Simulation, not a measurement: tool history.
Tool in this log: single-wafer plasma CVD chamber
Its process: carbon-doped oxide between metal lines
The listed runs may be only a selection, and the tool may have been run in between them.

run	hour	heater temperature setpoint (deg C)	chamber pressure (Torr)	RF power (kW)	deposition time (s)	mean film thickness on the monitor wafer (angstrom)
1	0.0	335	5.18	0.670	28.9	1968.9
2	1.0	335	4.42	0.670	28.9	1922.4
3	2.1	338	4.13	0.660	28.9	1855.6
4	9.6	338	4.13	0.700	28.9	1904.4
5	11.4	348	4.13	0.700	28.9	1842.8
6	18.8	350	3.96	0.695	28.9	1813.7

Expected results for the next run?
7	26.7	351	3.83	0.690	28.9	?

For run 7 the tool returned mean film thickness on the monitor wafer (angstrom) 1807.9.
